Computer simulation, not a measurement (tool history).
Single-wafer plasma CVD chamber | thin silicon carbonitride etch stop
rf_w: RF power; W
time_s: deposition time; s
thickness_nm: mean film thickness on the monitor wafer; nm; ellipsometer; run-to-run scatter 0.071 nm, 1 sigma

| run | hour | rf_w | time_s | thickness_nm |
|---|---|---|---|---|
| 1 | 0 | 265 | 23.6 | 14.955 |
| 2 | 2 | 265 | 21.2 | 13.254 |
| 3 | 2.8 | 265 | 18.4 | 11.507 |
| 4 | 11.1 | 270 | 18.5 | 11.685 |
| 5 | 12.7 | 275 | 18.6 | 11.732 |
| 6 | 20.6 | 275 | 17.2 | 10.946 |
| 7 | 24.5 | 280 | 17.5 | 11.182 |
| 8 | 28.8 | 280 | 17.5 | 11.191 |

Run 9, settings as shown, results not yet in. Your forecast:
| 9 | 30.9 | 320 | 18.8 | ? |

Run 9 measured thickness_nm 12.695 nm.

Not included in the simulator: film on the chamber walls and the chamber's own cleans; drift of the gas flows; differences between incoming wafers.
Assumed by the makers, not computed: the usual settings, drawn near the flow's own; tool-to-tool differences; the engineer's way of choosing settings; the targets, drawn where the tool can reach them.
